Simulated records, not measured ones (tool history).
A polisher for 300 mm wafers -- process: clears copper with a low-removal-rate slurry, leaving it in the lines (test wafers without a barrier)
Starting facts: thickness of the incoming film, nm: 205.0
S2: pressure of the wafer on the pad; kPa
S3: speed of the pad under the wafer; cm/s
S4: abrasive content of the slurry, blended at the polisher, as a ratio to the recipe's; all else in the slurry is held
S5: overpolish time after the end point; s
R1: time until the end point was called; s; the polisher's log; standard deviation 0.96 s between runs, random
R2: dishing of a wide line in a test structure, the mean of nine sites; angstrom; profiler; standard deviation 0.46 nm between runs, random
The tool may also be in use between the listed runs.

{"run": 1, "hour": 0.0, "flow of slurry (ml/min)": 210, "S2": 17.2, "S3": 84, "S4": 1.0, "S5": 23, "R1": 108.69, "R2": 259.48}
{"run": 2, "hour": 8.5, "flow of slurry (ml/min)": 210, "S2": 17.2, "S3": 84, "S4": 1.0, "S5": 19, "R1": 107.22, "R2": 227.53}
{"run": 3, "hour": 13.5, "flow of slurry (ml/min)": 210, "S2": 17.2, "S3": 84, "S4": 1.0, "S5": 20, "R1": 108.1, "R2": 232.35}
{"run": 4, "hour": 14.9, "flow of slurry (ml/min)": 210, "S2": 21.4, "S3": 84, "S4": 1.0, "S5": 20, "R1": 91.346, "R2": 271.66}
{"run": 5, "hour": 17.2, "flow of slurry (ml/min)": 210, "S2": 21.4, "S3": 84, "S4": 1.0, "S5": 21, "R1": 91.095, "R2": 285.5}
{"run": 6, "hour": 23.0, "flow of slurry (ml/min)": 210, "S2": 21.4, "S3": 84, "S4": 0.8, "S5": 21, "R1": 94.379, "R2": 272.38}
{"run": 7, "hour": 27.7, "flow of slurry (ml/min)": 210, "S2": 21.4, "S3": 84, "S4": 0.8, "S5": 22, "R1": 95.396, "R2": 279.6}

Expected results for the next run?
{"run": 8, "hour": 34.3, "flow of slurry (ml/min)": 210, "S2": 21.4, "S3": 84, "S4": 0.8, "S5": 23, "R1": "?", "R2": "?"}

Run 8 gave R1 96.961 s, R2 288.82 angstrom.

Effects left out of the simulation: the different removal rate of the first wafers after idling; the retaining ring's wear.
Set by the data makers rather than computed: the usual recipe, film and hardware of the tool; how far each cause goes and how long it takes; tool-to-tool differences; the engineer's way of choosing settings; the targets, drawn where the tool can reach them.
